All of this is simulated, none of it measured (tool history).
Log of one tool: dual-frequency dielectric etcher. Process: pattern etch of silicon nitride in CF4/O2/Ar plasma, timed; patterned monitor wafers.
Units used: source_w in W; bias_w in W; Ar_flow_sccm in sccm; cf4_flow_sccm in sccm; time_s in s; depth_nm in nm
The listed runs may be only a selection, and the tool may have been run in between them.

run 1 day=0.000 | source_w=590 bias_w=43 Ar_flow_sccm=115 cf4_flow_sccm=132 time_s=22.5 | depth_nm=48.258
run 2 day=0.075 | source_w=590 bias_w=46 Ar_flow_sccm=115 cf4_flow_sccm=132 time_s=22.5 | depth_nm=49.050
run 3 day=0.133 | source_w=600 bias_w=46 Ar_flow_sccm=115 cf4_flow_sccm=132 time_s=22.5 | depth_nm=49.721
run 4 day=0.371 | source_w=610 bias_w=46 Ar_flow_sccm=115 cf4_flow_sccm=132 time_s=22.5 | depth_nm=50.517
-- day=0.479 source power generator calibrated
run 5 day=0.479 | source_w=620 bias_w=46 Ar_flow_sccm=115 cf4_flow_sccm=132 time_s=22.5 | depth_nm=49.763
run 6 day=0.592 | source_w=630 bias_w=46 Ar_flow_sccm=115 cf4_flow_sccm=132 time_s=22.5 | depth_nm=50.420

What does the tool deliver on the next run?
run 7 day=0.762 | source_w=640 bias_w=46 Ar_flow_sccm=115 cf4_flow_sccm=132 time_s=22.5 | depth_nm=?

{"run 7": {"depth_nm": 51.182}}
